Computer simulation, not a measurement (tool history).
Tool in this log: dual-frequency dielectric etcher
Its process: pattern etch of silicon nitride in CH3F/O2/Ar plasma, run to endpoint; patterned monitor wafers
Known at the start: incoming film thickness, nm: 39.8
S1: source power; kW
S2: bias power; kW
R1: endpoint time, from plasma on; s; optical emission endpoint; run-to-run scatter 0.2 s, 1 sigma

Run 1, hour 0.0: S1 0.430 kW, S2 0.078 kW. Result: R1 50.829 s.
Run 2, hour 6.9: S1 0.430 kW, S2 0.090 kW. Result: R1 48.004 s.
Run 3, hour 11.8: S1 0.470 kW, S2 0.090 kW. Result: R1 46.421 s.
Run 4, hour 17.7: S1 0.550 kW, S2 0.090 kW. Result: R1 44.189 s.
Run 5, hour 19.6: S1 0.550 kW, S2 0.085 kW. Result: R1 45.299 s.
Run 6, hour 24.4: S1 0.550 kW, S2 0.075 kW. Result: R1 47.192 s.

For run 7, what comes out?
Run 7, hour 29.2: S1 0.570 kW, S2 0.080 kW. Result: R1 ?.

{"run 7": {"R1": 45.238}}
